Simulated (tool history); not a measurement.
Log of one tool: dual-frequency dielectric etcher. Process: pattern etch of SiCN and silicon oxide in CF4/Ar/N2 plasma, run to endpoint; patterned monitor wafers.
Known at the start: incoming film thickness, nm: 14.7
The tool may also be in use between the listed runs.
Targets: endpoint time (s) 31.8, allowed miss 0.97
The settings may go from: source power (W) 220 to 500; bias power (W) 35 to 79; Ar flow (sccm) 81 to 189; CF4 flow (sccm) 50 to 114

| run | hour | source power (W) | bias power (W) | Ar flow (sccm) | CF4 flow (sccm) | endpoint time (s) |
|---|---|---|---|---|---|---|
| 1 | 0 | 360 | 57 | 135 | 82 | 23.363 |
| 2 | 0.7 | 360 | 57 | 135 | 73 | 24.252 |
| 3 | 3.5 | 360 | 49 | 135 | 73 | 25.101 |
| 4 | 11.4 | 360 | 49 | 135 | 80 | 24.879 |
| 5 | 15.8 | 360 | 55 | 135 | 80 | 24.014 |
| 6 | 22.7 | 340 | 54 | 136 | 80 | 25.028 |
| 7 | 24.8 | 320 | 53 | 137 | 80 | 25.867 |
| 8 | 26.6 | 300 | 52 | 138 | 79 | 27.574 |
| 9 | 30.7 | 290 | 52 | 138 | 79 | 28.027 |
| 10 | 39.5 | 280 | 52 | 138 | 79 | 28.3 |

Which of these 5 next moves meets every target?
| A | 48.3 | 220 | 54 | 185 | 88 | ? |
| B | 48.3 | 220 | 44 | 147 | 75 | ? |
| C | 48.3 | 220 | 46 | 146 | 67 | ? |
| D | 48.3 | 260 | 45 | 163 | 77 | ? |
| E | 48.3 | 260 | 64 | 152 | 60 | ? |

| move | endpoint time (s) |
|---|---|
| A | 33.128 |
| B | 34.378 |
| C | 34.623 |
| D | 31.9 |
| E | 29.552 |
A: takes the result that was furthest off past its target
B: takes the result that was furthest off past its target
C: takes the result that was furthest off past its target
D: meets every target
E: nearer than the last run, and not there yet
The right move is D.
